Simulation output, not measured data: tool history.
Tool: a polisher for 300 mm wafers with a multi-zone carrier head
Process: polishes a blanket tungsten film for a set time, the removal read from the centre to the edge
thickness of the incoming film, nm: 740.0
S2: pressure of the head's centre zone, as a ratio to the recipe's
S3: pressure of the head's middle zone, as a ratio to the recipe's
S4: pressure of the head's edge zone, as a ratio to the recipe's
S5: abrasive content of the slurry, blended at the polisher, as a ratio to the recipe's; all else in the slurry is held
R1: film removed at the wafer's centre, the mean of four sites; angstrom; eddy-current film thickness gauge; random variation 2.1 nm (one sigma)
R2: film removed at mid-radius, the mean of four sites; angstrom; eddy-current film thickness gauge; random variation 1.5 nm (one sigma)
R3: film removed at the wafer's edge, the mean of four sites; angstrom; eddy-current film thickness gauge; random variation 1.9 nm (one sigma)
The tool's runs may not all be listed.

{"run": 1, "hour": 0.0, "flow of slurry (ml/min)": 295, "S2": 1.0, "S3": 1.0, "S4": 1.0, "S5": 1.0, "polishing time (s)": 58, "R1": 2700.9, "R2": 2660.7, "R3": 2679.7}
{"run": 2, "hour": 1.3, "flow of slurry (ml/min)": 290, "S2": 0.97, "S3": 0.99, "S4": 0.97, "S5": 0.9, "polishing time (s)": 57, "R1": 2498.7, "R2": 2526.5, "R3": 2534.9}
{"run": 3, "hour": 9.9, "flow of slurry (ml/min)": 290, "S2": 0.95, "S3": 0.98, "S4": 0.95, "S5": 0.8, "polishing time (s)": 56, "R1": 2350.8, "R2": 2387.6, "R3": 2413.9}
{"run": 4, "hour": 16.3, "flow of slurry (ml/min)": 285, "S2": 0.93, "S3": 0.98, "S4": 0.93, "S5": 0.75, "polishing time (s)": 55, "R1": 2236.5, "R2": 2327.3, "R3": 2292.2}
{"run": 5, "hour": 22.0, "flow of slurry (ml/min)": 285, "S2": 0.93, "S3": 0.98, "S4": 0.93, "S5": 0.9, "polishing time (s)": 55, "R1": 2302.2, "R2": 2414.6, "R3": 2395.9}
{"run": 6, "hour": 28.8, "flow of slurry (ml/min)": 285, "S2": 0.93, "S3": 0.98, "S4": 0.88, "S5": 0.9, "polishing time (s)": 55, "R1": 2313.3, "R2": 2437.7, "R3": 2385.6}
{"run": 7, "hour": 33.8, "flow of slurry (ml/min)": 285, "S2": 0.93, "S3": 0.98, "S4": 0.88, "S5": 0.9, "polishing time (s)": 55, "R1": 2248.1, "R2": 2442.5, "R3": 2370.3}
{"run": 8, "hour": 39.6, "flow of slurry (ml/min)": 280, "S2": 0.92, "S3": 0.97, "S4": 0.87, "S5": 0.8, "polishing time (s)": 55, "R1": 2172.2, "R2": 2303.4, "R3": 2260.4}
{"run": 9, "hour": 44.4, "flow of slurry (ml/min)": 270, "S2": 0.91, "S3": 0.96, "S4": 0.86, "S5": 0.75, "polishing time (s)": 55, "R1": 2168.2, "R2": 2271.5, "R3": 2209.4}
{"run": 10, "hour": 52.5, "flow of slurry (ml/min)": 260, "S2": 0.81, "S3": 0.9, "S4": 0.85, "S5": 0.55, "polishing time (s)": 53, "R1": 1769.4, "R2": 1936.9, "R3": 1973.0}
{"run": 11, "hour": 55.4, "flow of slurry (ml/min)": 270, "S2": 0.82, "S3": 0.91, "S4": 0.85, "S5": 0.55, "polishing time (s)": 53, "R1": 1758.9, "R2": 1943.4, "R3": 1995.4}
{"run": 12, "hour": 57.0, "flow of slurry (ml/min)": 270, "S2": 0.84, "S3": 0.92, "S4": 0.85, "S5": 0.55, "polishing time (s)": 53, "R1": 1789.0, "R2": 1970.0, "R3": 1976.9}
{"run": 13, "hour": 65.6, "flow of slurry (ml/min)": 275, "S2": 0.85, "S3": 0.93, "S4": 0.86, "S5": 0.55, "polishing time (s)": 53, "R1": 1828.6, "R2": 1996.2, "R3": 2050.5}
{"run": 14, "hour": 72.3, "flow of slurry (ml/min)": 275, "S2": 0.85, "S3": 0.93, "S4": 0.86, "S5": 0.55, "polishing time (s)": 53, "R1": 1830.2, "R2": 1975.8, "R3": 2020.6}
{"run": 15, "hour": 75.0, "flow of slurry (ml/min)": 275, "S2": 0.86, "S3": 0.94, "S4": 0.86, "S5": 0.55, "polishing time (s)": 53, "R1": 1841.4, "R2": 2006.9, "R3": 1985.8}

Forecast run 16:
{"run": 16, "hour": 80.2, "flow of slurry (ml/min)": 280, "S2": 0.87, "S3": 0.94, "S4": 0.87, "S5": 0.55, "polishing time (s)": 53, "R1": "?", "R2": "?", "R3": "?"}

Run 16 gave R1 1869.9 angstrom, R2 2004.8 angstrom, R3 2015.6 angstrom.
